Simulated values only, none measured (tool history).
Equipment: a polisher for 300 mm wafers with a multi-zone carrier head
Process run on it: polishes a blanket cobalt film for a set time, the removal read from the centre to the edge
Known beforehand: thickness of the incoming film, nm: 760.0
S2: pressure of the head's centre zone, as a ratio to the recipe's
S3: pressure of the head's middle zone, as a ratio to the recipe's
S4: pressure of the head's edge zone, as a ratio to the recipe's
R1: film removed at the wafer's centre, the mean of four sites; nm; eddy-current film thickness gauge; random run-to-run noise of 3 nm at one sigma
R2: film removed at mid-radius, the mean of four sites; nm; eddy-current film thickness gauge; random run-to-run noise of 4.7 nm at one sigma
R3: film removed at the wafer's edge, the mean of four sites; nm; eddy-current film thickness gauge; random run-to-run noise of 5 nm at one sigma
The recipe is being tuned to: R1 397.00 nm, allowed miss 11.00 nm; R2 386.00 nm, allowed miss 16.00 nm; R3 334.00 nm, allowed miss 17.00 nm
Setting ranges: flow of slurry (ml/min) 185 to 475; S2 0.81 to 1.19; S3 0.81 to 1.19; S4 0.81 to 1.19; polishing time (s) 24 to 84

Run 1, hour 0.0: flow of slurry (ml/min) 305, S2 1.00, S3 1.00, S4 1.00, polishing time (s) 54. Result: R1 272.16 nm, R2 272.99 nm, R3 267.50 nm.
Run 2, hour 4.6: flow of slurry (ml/min) 305, S2 1.00, S3 1.00, S4 1.00, polishing time (s) 42. Result: R1 211.73 nm, R2 211.16 nm, R3 212.65 nm.
Run 3, hour 11.9: flow of slurry (ml/min) 305, S2 1.00, S3 1.00, S4 1.00, polishing time (s) 53. Result: R1 270.26 nm, R2 261.77 nm, R3 269.64 nm.
Run 4, hour 14.5: flow of slurry (ml/min) 305, S2 0.97, S3 1.00, S4 1.00, polishing time (s) 53. Result: R1 262.61 nm, R2 267.92 nm, R3 255.35 nm.
Run 5, hour 23.0: flow of slurry (ml/min) 365, S2 0.97, S3 1.00, S4 1.00, polishing time (s) 53. Result: R1 266.79 nm, R2 272.01 nm, R3 263.07 nm.
Run 6, hour 28.4: flow of slurry (ml/min) 365, S2 0.89, S3 1.00, S4 1.00, polishing time (s) 53. Result: R1 244.30 nm, R2 271.41 nm, R3 262.77 nm.
Run 7, hour 34.6: flow of slurry (ml/min) 370, S2 0.94, S3 1.03, S4 1.01, polishing time (s) 55. Result: R1 269.21 nm, R2 290.24 nm, R3 274.25 nm.
Run 8, hour 35.6: flow of slurry (ml/min) 375, S2 0.98, S3 1.06, S4 1.01, polishing time (s) 57. Result: R1 291.06 nm, R2 312.81 nm, R3 292.99 nm.
Run 9, hour 39.9: flow of slurry (ml/min) 410, S2 1.08, S3 1.16, S4 0.91, polishing time (s) 63. Result: R1 361.14 nm, R2 366.58 nm, R3 299.96 nm.
Run 10, hour 45.2: flow of slurry (ml/min) 410, S2 1.09, S3 1.16, S4 0.93, polishing time (s) 63. Result: R1 354.59 nm, R2 368.97 nm, R3 306.97 nm.
Run 11, hour 52.9: flow of slurry (ml/min) 410, S2 1.11, S3 1.16, S4 0.93, polishing time (s) 64. Result: R1 373.98 nm, R2 376.16 nm, R3 324.79 nm.
Run 12, hour 57.7: flow of slurry (ml/min) 415, S2 1.12, S3 1.16, S4 0.93, polishing time (s) 64. Result: R1 376.31 nm, R2 369.58 nm, R3 306.52 nm.
Run 13, hour 62.4: flow of slurry (ml/min) 410, S2 1.12, S3 1.16, S4 0.94, polishing time (s) 65. Result: R1 379.80 nm, R2 382.86 nm, R3 315.75 nm.

Of the 5 settings listed for the next run, only one would bring every result within its allowed miss of target. Which one?
Run A, hour 67.1: flow of slurry (ml/min) 370, S2 1.07, S3 1.09, S4 0.88, polishing time (s) 71. Result: R1 ?, R2 ?, R3 ?.
Run B, hour 67.1: flow of slurry (ml/min) 390, S2 1.11, S3 1.19, S4 0.92, polishing time (s) 64. Result: R1 ?, R2 ?, R3 ?.
Run C, hour 67.1: flow of slurry (ml/min) 415, S2 1.18, S3 1.19, S4 0.82, polishing time (s) 63. Result: R1 ?, R2 ?, R3 ?.
Run D, hour 67.1: flow of slurry (ml/min) 350, S2 1.06, S3 1.13, S4 0.97, polishing time (s) 66. Result: R1 ?, R2 ?, R3 ?.
Run E, hour 67.1: flow of slurry (ml/min) 415, S2 1.03, S3 1.11, S4 1.02, polishing time (s) 67. Result: R1 ?, R2 ?, R3 ?.

move      R1      R2      R3
   A  393.57  393.85  334.67
   B  370.13  384.41  308.49
   C  389.51  380.11  289.37
   D  360.59  375.77  324.12
   E  361.04  380.91  340.81
A: meets every target
B: further off than the last run
C: the worst result of the last run now meets its target, but another is out of spec
D: further off than the last run
E: further off than the last run
Move A is the one to make.
